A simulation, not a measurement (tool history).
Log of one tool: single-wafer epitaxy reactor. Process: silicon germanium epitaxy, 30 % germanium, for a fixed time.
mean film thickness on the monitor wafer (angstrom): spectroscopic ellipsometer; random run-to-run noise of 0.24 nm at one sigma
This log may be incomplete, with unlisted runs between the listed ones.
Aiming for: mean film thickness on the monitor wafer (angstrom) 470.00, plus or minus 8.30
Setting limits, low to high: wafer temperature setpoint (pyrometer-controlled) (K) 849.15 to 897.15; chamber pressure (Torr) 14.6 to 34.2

run,hour,wafer temperature setpoint (pyrometer-controlled) (K),chamber pressure (Torr),mean film thickness on the monitor wafer (angstrom)
1,0.0,873.15,24.4,604.26
2,5.2,870.15,24.3,567.93
3,9.1,870.15,27.4,597.00
4,12.4,870.15,31.0,634.09
5,20.4,867.15,30.9,597.36
6,29.0,864.15,30.8,553.22
7,30.6,862.15,30.8,532.64
8,34.0,861.15,30.8,520.03
9,37.3,860.15,30.8,510.42

Which single option among these 4 for the next run brings every result within its allowed miss of target? Just one does.
A,40.6,858.15,30.6,?
B,40.6,857.15,33.0,?
C,40.6,863.15,25.3,?
D,40.6,855.15,32.8,?

move,mean film thickness on the monitor wafer (angstrom)
A,486.60
B,493.49
C,494.02
D,471.11
A: gains on the last run, yet a result remains outside its allowed miss
B: gains on the last run, yet a result remains outside its allowed miss
C: gains on the last run, yet a result remains outside its allowed miss
D: every result lands within tolerance
D is the move that brings every result within its allowed miss.
